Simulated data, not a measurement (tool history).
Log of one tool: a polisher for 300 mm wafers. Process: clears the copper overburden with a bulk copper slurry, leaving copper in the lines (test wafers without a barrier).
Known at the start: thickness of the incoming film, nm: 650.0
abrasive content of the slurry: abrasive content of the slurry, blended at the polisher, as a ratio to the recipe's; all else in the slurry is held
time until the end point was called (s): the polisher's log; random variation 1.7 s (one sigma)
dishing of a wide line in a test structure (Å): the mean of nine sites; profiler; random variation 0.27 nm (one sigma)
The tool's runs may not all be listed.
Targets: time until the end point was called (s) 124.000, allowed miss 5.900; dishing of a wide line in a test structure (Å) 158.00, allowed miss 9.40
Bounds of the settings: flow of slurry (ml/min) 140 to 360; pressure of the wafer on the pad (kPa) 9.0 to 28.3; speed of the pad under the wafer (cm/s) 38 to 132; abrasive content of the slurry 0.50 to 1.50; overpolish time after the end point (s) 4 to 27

run	hour	flow of slurry (ml/min)	pressure of the wafer on the pad (kPa)	speed of the pad under the wafer (cm/s)	abrasive content of the slurry	overpolish time after the end point (s)	time until the end point was called (s)	dishing of a wide line in a test structure (Å)
1	0.0	230	18.6	84	1.00	14	83.409	664.24
2	6.8	230	17.2	84	1.00	13	90.934	597.72
3	12.7	230	17.2	74	1.00	13	104.070	531.84
4	18.8	250	16.5	72	1.05	12	106.330	478.29
5	22.0	290	16.5	72	1.05	12	104.400	485.44
6	23.3	300	15.2	72	1.10	11	113.490	426.17
7	31.4	310	14.5	72	1.15	10	119.690	386.32
8	34.3	315	13.8	72	1.20	9	121.090	331.59
9	39.1	290	13.1	74	1.25	8	122.220	296.35
10	40.2	270	12.4	76	1.30	7	123.150	262.39
11	41.1	270	12.4	76	1.30	7	127.850	260.65
12	41.6	250	11.7	78	1.35	7	131.000	253.50
13	44.6	235	11.0	80	1.35	7	132.710	241.70
14	47.4	235	11.0	80	1.35	7	129.690	252.20
15	49.6	235	11.0	80	1.35	7	133.070	244.24
16	52.6	220	11.0	82	1.35	7	132.420	251.97
17	57.2	240	11.0	82	1.35	7	127.710	252.67
18	62.8	240	11.0	82	1.35	7	127.070	253.94

Which of these 4 next moves meets every target?
A	68.4	235	9.7	88	1.40	9	?	?
B	68.4	220	11.0	92	1.40	8	?	?
C	68.4	220	9.7	92	1.45	10	?	?
D	68.4	180	12.4	78	1.50	4	?	?

move	time until the end point was called (s)	dishing of a wide line in a test structure (Å)
A	133.990	305.70
B	114.000	320.37
C	128.040	347.43
D	120.570	163.65
A: further off than the last run
B: further off than the last run
C: further off than the last run
D: meets every target
Move D is the one to make.
